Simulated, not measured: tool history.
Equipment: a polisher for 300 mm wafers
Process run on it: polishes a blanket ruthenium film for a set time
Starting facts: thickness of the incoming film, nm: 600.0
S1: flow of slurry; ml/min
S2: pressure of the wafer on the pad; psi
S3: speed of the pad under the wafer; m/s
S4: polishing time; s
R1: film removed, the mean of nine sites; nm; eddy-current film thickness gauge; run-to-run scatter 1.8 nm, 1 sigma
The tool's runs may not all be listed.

run  hour   S1   S2    S3  S4       R1
  1   0.0  190  2.1  1.18  65  100.390
  2   0.7  190  2.2  1.18  65  106.000
  3   3.0  190  2.3  1.18  65  110.550
  4   7.9  190  2.3  0.88  65   92.744
  5  16.6  190  2.3  0.88  68   95.705
  6  22.8  190  1.9  0.88  68   79.931
  7  28.8  190  1.9  0.88  68   79.557
  8  35.5  190  2.1  0.90  68   89.212

Predict the results of run 9:
  9  40.5  200  2.7  0.98  68   ?

Run 9 produced R1 122.400 nm.
